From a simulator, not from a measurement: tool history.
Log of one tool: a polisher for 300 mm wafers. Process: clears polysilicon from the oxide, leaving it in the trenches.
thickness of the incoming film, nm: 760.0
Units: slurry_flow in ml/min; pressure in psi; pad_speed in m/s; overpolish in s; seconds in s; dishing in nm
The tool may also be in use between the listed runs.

run	day	slurry_flow	pressure	pad_speed	overpolish	seconds	dishing
1	0.000	150	1.9	0.94	12	73.266	46.345
2	0.250	165	1.9	0.94	12	71.933	44.340
3	0.542	165	1.9	0.94	17	71.130	45.902
4	0.725	175	1.8	0.90	15	79.205	46.901
5	0.938	175	1.8	1.02	15	70.232	48.128
6	1.050	165	1.8	0.94	13	76.248	45.036
7	1.308	165	1.7	0.88	12	84.452	44.925

Run 8 comes next. What will it give?
8	1.567	155	1.7	0.82	11	?	?

seconds: 90.688 s
dishing: 40.833 nm

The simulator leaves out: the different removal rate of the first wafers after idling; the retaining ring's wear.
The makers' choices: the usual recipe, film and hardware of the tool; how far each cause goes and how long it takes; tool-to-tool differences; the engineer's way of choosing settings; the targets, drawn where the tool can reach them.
